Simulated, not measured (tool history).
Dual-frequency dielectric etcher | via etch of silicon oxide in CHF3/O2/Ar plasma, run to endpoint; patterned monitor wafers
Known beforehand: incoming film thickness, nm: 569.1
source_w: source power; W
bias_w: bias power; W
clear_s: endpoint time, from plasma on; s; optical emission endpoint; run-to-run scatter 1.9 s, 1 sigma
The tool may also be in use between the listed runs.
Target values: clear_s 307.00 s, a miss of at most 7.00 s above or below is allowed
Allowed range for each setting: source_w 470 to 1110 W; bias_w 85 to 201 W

{"run": 1, "day": 0.0, "source_w": 790, "bias_w": 143, "clear_s": 272.42}
{"run": 2, "day": 0.221, "source_w": 790, "bias_w": 162, "clear_s": 261.04}
{"run": 3, "day": 0.575, "source_w": 760, "bias_w": 160, "clear_s": 264.57}
{"run": 4, "day": 0.804, "source_w": 760, "bias_w": 137, "clear_s": 279.3}
{"run": 5, "day": 1.146, "source_w": 760, "bias_w": 123, "clear_s": 291.28}
{"run": 6, "day": 1.288, "source_w": 830, "bias_w": 123, "clear_s": 277.35}
{"run": 7, "day": 1.35, "source_w": 810, "bias_w": 122, "clear_s": 282.77}
{"run": 8, "day": 1.404, "source_w": 790, "bias_w": 121, "clear_s": 283.36}
{"run": 9, "day": 1.662, "source_w": 770, "bias_w": 120, "clear_s": 290.15}

Exactly one of the 5 candidate moves below puts every result within its allowed miss. Which one?
{"run": "A", "day": 1.921, "source_w": 850, "bias_w": 137, "clear_s": "?"}
{"run": "B", "day": 1.921, "source_w": 750, "bias_w": 122, "clear_s": "?"}
{"run": "C", "day": 1.921, "source_w": 1050, "bias_w": 97, "clear_s": "?"}
{"run": "D", "day": 1.921, "source_w": 800, "bias_w": 123, "clear_s": "?"}
{"run": "E", "day": 1.921, "source_w": 750, "bias_w": 104, "clear_s": "?"}

move=A clear_s=267.98
move=B clear_s=293.35
move=C clear_s=273.36
move=D clear_s=284.72
move=E clear_s=308.75
A: further off than the last run
B: nearer the targets than the last run, but a result is still out of spec
C: further off than the last run
D: further off than the last run
E: all results land within tolerance of their targets
The move that meets every target is E.
